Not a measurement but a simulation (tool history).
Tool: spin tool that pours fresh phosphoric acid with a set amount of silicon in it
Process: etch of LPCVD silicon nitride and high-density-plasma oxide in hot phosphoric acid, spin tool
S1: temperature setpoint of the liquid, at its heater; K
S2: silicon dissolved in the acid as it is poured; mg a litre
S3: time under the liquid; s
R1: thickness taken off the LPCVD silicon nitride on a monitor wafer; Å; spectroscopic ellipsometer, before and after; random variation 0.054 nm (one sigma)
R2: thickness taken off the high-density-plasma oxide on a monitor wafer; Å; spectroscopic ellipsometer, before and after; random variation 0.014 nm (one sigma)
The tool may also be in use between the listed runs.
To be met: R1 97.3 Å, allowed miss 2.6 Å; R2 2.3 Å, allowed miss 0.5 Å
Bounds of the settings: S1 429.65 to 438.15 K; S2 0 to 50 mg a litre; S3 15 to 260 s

Run 1, hour 0: S1 433.15 K, S2 22 mg a litre, S3 130 s. Result: R1 115.5 Å, R2 3.948 Å.
Run 2, hour 0.6: S1 432.65 K, S2 22 mg a litre, S3 130 s. Result: R1 111.03 Å, R2 3.7854 Å.
Run 3, hour 7.4: S1 432.15 K, S2 23.5 mg a litre, S3 130 s. Result: R1 110.3 Å, R2 3.554 Å.
Run 4, hour 14.1: S1 431.65 K, S2 25 mg a litre, S3 130 s. Result: R1 108.63 Å, R2 3.5408 Å.
Run 5, hour 15.5: S1 431.15 K, S2 27.5 mg a litre, S3 130 s. Result: R1 107.33 Å, R2 2.7988 Å.
Run 6, hour 18.9: S1 431.15 K, S2 27.5 mg a litre, S3 110 s. Result: R1 89.523 Å, R2 2.4419 Å.
Run 7, hour 22: S1 431.65 K, S2 28.5 mg a litre, S3 110 s. Result: R1 91.217 Å, R2 2.3833 Å.
Run 8, hour 26.9: S1 431.65 K, S2 29 mg a litre, S3 110 s. Result: R1 92.698 Å, R2 2.4761 Å.
Run 9, hour 31.9: S1 431.65 K, S2 30 mg a litre, S3 110 s. Result: R1 91.418 Å, R2 2.1638 Å.

Which of these 5 next moves meets every target?
Run A, hour 36.9: S1 431.15 K, S2 30.5 mg a litre, S3 120 s. Result: R1 ?, R2 ?.
Run B, hour 36.9: S1 430.65 K, S2 28 mg a litre, S3 110 s. Result: R1 ?, R2 ?.
Run C, hour 36.9: S1 431.65 K, S2 29 mg a litre, S3 105 s. Result: R1 ?, R2 ?.
Run D, hour 36.9: S1 430.15 K, S2 31 mg a litre, S3 130 s. Result: R1 ?, R2 ?.
Run E, hour 36.9: S1 429.65 K, S2 39.5 mg a litre, S3 115 s. Result: R1 ?, R2 ?.

move      R1      R2
   A  98.959  2.3868
   B  89.186  2.3225
   C  88.067  2.3006
   D  103.62    2.35
   E  90.118   1.293
A: meets every target
B: further off than the last run
C: further off than the last run
D: takes the result that was furthest off past its target
E: further off than the last run
The right move is A.
